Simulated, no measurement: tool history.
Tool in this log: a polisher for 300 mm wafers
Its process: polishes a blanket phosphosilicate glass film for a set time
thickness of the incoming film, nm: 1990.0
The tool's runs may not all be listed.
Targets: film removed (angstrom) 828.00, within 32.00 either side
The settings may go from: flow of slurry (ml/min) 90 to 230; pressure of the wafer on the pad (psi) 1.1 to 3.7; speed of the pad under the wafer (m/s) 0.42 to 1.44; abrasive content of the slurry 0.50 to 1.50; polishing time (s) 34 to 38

| run | hour | flow of slurry (ml/min) | pressure of the wafer on the pad (psi) | speed of the pad under the wafer (m/s) | abrasive content of the slurry | polishing time (s) | film removed (angstrom) |
|---|---|---|---|---|---|---|---|
| 1 | 0.0 | 150 | 2.4 | 0.92 | 1.00 | 38 | 2580.30 |
| 2 | 4.9 | 175 | 2.4 | 0.92 | 1.00 | 38 | 2623.00 |
| 3 | 12.1 | 175 | 2.4 | 0.92 | 1.10 | 38 | 2784.70 |
| 4 | 15.5 | 175 | 2.0 | 0.76 | 1.00 | 37 | 1885.40 |
|  | 18.8 | head pressure recalibrated |
| 5 | 18.8 | 205 | 2.0 | 0.76 | 1.00 | 37 | 1742.90 |
| 6 | 19.9 | 210 | 1.7 | 0.66 | 1.00 | 37 | 1403.20 |
| 7 | 21.8 | 195 | 1.1 | 0.42 | 0.90 | 37 | 682.66 |
| 8 | 22.9 | 195 | 1.2 | 0.42 | 0.90 | 37 | 711.24 |
| 9 | 30.3 | 195 | 1.3 | 0.42 | 0.90 | 37 | 761.62 |

5 next moves are on the table. One of them brings every result within its allowed miss. Which?
| A | 37.7 | 200 | 1.6 | 0.44 | 1.05 | 35 | ? |
| B | 37.7 | 185 | 1.5 | 0.58 | 0.70 | 38 | ? |
| C | 37.7 | 200 | 1.3 | 0.44 | 1.00 | 36 | ? |
| D | 37.7 | 210 | 1.6 | 0.46 | 0.80 | 38 | ? |
| E | 37.7 | 210 | 1.3 | 0.50 | 0.90 | 37 | ? |

| move | film removed (angstrom) |
|---|---|
| A | 964.80 |
| B | 936.56 |
| C | 837.01 |
| D | 916.62 |
| E | 896.59 |
A: pushes the last run's worst result past its target
B: pushes the last run's worst result past its target
C: hits every target within its allowed miss
D: pushes the last run's worst result past its target
E: pushes the last run's worst result past its target
C is the move that brings every result within its allowed miss.
